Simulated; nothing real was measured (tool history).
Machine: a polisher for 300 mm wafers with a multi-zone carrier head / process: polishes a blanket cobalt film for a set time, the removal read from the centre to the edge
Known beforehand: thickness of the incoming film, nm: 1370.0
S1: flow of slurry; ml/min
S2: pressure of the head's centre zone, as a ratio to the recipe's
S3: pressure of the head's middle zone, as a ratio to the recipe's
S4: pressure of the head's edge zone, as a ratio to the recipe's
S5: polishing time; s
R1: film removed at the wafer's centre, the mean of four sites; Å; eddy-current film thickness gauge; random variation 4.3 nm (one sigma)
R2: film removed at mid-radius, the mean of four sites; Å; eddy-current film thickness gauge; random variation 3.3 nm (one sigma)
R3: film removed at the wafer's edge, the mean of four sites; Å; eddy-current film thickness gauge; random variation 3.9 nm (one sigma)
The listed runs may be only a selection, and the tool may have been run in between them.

run    day   S1    S2    S3    S4  S5      R1      R2      R3
  1      0  145     1     1     1  87  3915.6  3920.3  3825.4
  2  0.042  135  0.98  0.98  0.96  84  3660.4  3619.2  3551.9
  3  0.096  135  0.98  0.98  1.02  84  3640.6  3625.8  3664.5
  4  0.162  135  0.98  0.98   1.1  84  3502.3  3592.2  3783.8
  5  0.292  115  0.98  0.98   1.1  84  3437.4  3455.5  3765.1
  6  0.388  115  0.98  1.01   1.1  84    3439  3578.3  3706.1

For run 7, what comes out?
  7  0.662  105   1  1.01   1  76   ?   ?   ?

Run 7 came out at R1 3085.4 Å, R2 3112.1 Å, R3 3118 Å.
